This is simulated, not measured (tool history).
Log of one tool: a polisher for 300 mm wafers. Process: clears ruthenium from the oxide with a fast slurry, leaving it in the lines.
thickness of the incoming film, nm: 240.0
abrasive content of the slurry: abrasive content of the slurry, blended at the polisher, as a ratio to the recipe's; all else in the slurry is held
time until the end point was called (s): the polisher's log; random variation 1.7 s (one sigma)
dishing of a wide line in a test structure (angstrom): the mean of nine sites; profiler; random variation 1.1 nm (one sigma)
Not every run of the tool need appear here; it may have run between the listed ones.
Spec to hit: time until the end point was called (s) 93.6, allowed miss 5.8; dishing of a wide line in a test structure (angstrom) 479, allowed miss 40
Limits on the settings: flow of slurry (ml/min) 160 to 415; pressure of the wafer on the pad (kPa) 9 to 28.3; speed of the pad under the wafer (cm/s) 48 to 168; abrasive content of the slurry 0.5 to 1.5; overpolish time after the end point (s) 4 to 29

| run | hour | flow of slurry (ml/min) | pressure of the wafer on the pad (kPa) | speed of the pad under the wafer (cm/s) | abrasive content of the slurry | overpolish time after the end point (s) | time until the end point was called (s) | dishing of a wide line in a test structure (angstrom) |
|---|---|---|---|---|---|---|---|---|
| 1 | 0 | 265 | 18.6 | 108 | 1 | 15 | 65.579 | 484.99 |
| 2 | 4.6 | 265 | 16.5 | 106 | 1 | 17 | 71.165 | 473.17 |
| 3 | 7.2 | 265 | 14.5 | 102 | 1 | 19 | 83.315 | 451.65 |
| 4 | 11.5 | 305 | 14.5 | 102 | 1 | 19 | 84.472 | 450.12 |
| 5 | 17.5 | 305 | 11 | 102 | 1 | 19 | 104.23 | 350.43 |
| 6 | 20.6 | 305 | 11 | 102 | 0.9 | 19 | 116.05 | 344.84 |
| 7 | 24.3 | 305 | 12.4 | 102 | 0.9 | 20 | 102.92 | 384.45 |
| 8 | 27.7 | 305 | 13.1 | 102 | 0.9 | 21 | 101.37 | 419.06 |
| 9 | 30.2 | 305 | 13.8 | 102 | 0.9 | 21 | 92.768 | 439.13 |

Consider the 4 candidate settings below. Which is the only one whose results all fall within their allowed miss of target?
| A | 32.7 | 285 | 15.2 | 106 | 0.8 | 19 | ? | ? |
| B | 32.7 | 325 | 13.1 | 140 | 0.75 | 24 | ? | ? |
| C | 32.7 | 270 | 15.9 | 82 | 0.95 | 17 | ? | ? |
| D | 32.7 | 330 | 12.4 | 92 | 1.15 | 17 | ? | ? |

| move | time until the end point was called (s) | dishing of a wide line in a test structure (angstrom) |
|---|---|---|
| A | 93.522 | 398.22 |
| B | 95.271 | 481.88 |
| C | 89.616 | 374.36 |
| D | 91.119 | 368.76 |
A: its largest miss is bigger than the last run's
B: in spec on every target
C: its largest miss is bigger than the last run's
D: its largest miss is bigger than the last run's
B is the move that brings every result within its allowed miss.
